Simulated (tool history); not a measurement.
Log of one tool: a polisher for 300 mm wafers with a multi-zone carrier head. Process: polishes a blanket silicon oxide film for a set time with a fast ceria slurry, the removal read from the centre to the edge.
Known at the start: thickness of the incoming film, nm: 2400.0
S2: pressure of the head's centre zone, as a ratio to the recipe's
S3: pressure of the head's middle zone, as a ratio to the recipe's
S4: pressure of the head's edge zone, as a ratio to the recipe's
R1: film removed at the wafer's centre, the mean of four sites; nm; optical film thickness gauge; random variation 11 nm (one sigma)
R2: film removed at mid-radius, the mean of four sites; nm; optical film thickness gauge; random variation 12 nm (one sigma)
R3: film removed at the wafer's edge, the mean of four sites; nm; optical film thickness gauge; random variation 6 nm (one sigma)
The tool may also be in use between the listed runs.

run 1 day=0 | flow_of_slurry_(ml/min)=155 S2=1 S3=1 S4=1 polishing_time_(s)=63 | R1=981.21 R2=997.19 R3=1025
run 2 day=0.238 | flow_of_slurry_(ml/min)=155 S2=1 S3=1 S4=1 polishing_time_(s)=51 | R1=772.04 R2=784.43 R3=826.44
run 3 day=0.325 | flow_of_slurry_(ml/min)=155 S2=1 S3=1 S4=0.92 polishing_time_(s)=51 | R1=800.75 R2=781.84 R3=801.52
run 4 day=0.692 | flow_of_slurry_(ml/min)=155 S2=1 S3=1.04 S4=0.92 polishing_time_(s)=51 | R1=801.57 R2=820.6 R3=797.06
run 5 day=1.042 | flow_of_slurry_(ml/min)=155 S2=1 S3=1.04 S4=0.92 polishing_time_(s)=40 | R1=611.47 R2=641.08 R3=624.58
run 6 day=1.271 | flow_of_slurry_(ml/min)=155 S2=0.97 S3=1.04 S4=0.92 polishing_time_(s)=40 | R1=597.56 R2=642.45 R3=625.19
run 7 day=1.604 | flow_of_slurry_(ml/min)=200 S2=1.05 S3=1.03 S4=1.02 polishing_time_(s)=56 | R1=950.61 R2=945.15 R3=943.19

Run 8 comes next. What will it give?
run 8 day=1.854 | flow_of_slurry_(ml/min)=200 S2=1.05 S3=1.03 S4=1.02 polishing_time_(s)=56 | R1=? R2=? R3=?

{"run 8": {"R1": 963.7, "R2": 921.48, "R3": 944.34}}
